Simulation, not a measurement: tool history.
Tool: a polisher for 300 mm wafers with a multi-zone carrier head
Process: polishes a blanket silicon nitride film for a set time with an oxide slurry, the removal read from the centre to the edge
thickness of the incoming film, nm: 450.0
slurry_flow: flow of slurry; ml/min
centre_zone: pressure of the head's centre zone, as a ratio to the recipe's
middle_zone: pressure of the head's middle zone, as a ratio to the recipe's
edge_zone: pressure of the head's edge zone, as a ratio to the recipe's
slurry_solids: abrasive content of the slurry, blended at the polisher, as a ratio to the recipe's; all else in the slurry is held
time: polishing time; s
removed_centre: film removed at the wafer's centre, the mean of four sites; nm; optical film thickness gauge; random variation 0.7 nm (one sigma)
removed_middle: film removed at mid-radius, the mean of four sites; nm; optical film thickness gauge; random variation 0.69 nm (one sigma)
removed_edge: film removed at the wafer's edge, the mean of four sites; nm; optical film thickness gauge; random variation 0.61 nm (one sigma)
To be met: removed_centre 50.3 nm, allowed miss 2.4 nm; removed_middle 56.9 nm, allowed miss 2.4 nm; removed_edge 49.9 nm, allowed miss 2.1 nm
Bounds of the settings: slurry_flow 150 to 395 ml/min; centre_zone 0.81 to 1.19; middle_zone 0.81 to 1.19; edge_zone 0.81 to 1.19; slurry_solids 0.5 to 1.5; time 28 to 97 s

run  hour  slurry_flow  centre_zone  middle_zone  edge_zone  slurry_solids  time  removed_centre  removed_middle  removed_edge
  1     0          250            1            1          1              1    62          45.995          46.998        46.862
  2     3          260         1.01         1.04          1           1.05    62           46.58          49.579        47.141
  3  11.4          260         0.93         1.04          1           1.05    62          42.823          49.693        47.131
  4    13          265         0.96         1.06          1            1.1    62          45.199          52.014        47.424
  5  19.9          270         0.97         1.07       1.01           1.15    62          47.887          52.257        49.864
  6  28.3          270         0.97         1.07       0.97           1.15    62          48.002          52.932        49.088
  7  30.3          275         0.97         1.09       0.97           1.15    62          46.804           52.95        49.055
  8  38.5          275         0.99         1.12       0.96           1.15    62          48.128          54.077        48.584

5 next moves are on the table. One of them brings every result within its allowed miss. Which?
  A  46.7          250         1.01         1.03       0.95            1.1    63               ?               ?             ?
  B  46.7          380         0.97         1.09       0.92           1.05    67               ?               ?             ?
  C  46.7          285         0.95         1.06       0.99            1.5    55               ?               ?             ?
  D  46.7          280         0.95         1.09          1            1.2    59               ?               ?             ?
  E  46.7          295         1.01         1.04       1.03           1.25    60               ?               ?             ?

move  removed_centre  removed_middle  removed_edge
   A          47.817          50.882        47.547
   B          49.815          56.909        49.938
   C          45.158          51.588        48.041
   D          44.494          51.842        47.562
   E          48.621          52.012        50.039
A: further off than the last run
B: meets every target
C: further off than the last run
D: further off than the last run
E: further off than the last run
Answer: B

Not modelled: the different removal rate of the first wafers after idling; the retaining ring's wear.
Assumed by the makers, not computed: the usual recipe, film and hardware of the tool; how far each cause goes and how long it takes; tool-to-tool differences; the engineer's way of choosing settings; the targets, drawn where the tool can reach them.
